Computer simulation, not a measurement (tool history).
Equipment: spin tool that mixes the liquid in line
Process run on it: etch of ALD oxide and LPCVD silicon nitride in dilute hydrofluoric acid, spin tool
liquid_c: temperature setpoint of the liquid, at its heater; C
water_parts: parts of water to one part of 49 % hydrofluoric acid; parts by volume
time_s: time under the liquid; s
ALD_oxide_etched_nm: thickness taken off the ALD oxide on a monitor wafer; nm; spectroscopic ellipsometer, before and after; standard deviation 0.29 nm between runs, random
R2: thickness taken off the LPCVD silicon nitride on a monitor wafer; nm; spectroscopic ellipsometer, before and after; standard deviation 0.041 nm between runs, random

{"run": 1, "hour": 0.0, "liquid_c": 26.0, "water_parts": 110, "time_s": 160, "ALD_oxide_etched_nm": 27.156, "R2": 0.79547}
{"run": 2, "hour": 6.4, "liquid_c": 27.5, "water_parts": 105, "time_s": 160, "ALD_oxide_etched_nm": 30.049, "R2": 0.87219}
{"run": 3, "hour": 12.4, "liquid_c": 27.5, "water_parts": 105, "time_s": 95, "ALD_oxide_etched_nm": 18.037, "R2": 0.54422}
{"run": 4, "hour": 13.0, "liquid_c": 29.0, "water_parts": 90, "time_s": 95, "ALD_oxide_etched_nm": 22.895, "R2": 0.71457}
{"run": 5, "hour": 20.2, "liquid_c": 29.5, "water_parts": 80, "time_s": 95, "ALD_oxide_etched_nm": 25.925, "R2": 0.77917}
{"run": 6, "hour": 24.9, "liquid_c": 29.5, "water_parts": 80, "time_s": 155, "ALD_oxide_etched_nm": 42.769, "R2": 1.3986}
{"run": 7, "hour": 33.2, "liquid_c": 27.0, "water_parts": 85, "time_s": 155, "ALD_oxide_etched_nm": 36.019, "R2": 1.1172}

Run 8 comes next. What will it give?
{"run": 8, "hour": 36.7, "liquid_c": 27.0, "water_parts": 85, "time_s": 155, "ALD_oxide_etched_nm": "?", "R2": "?"}

{"run 8": {"ALD_oxide_etched_nm": 36.278, "R2": 1.0902}}
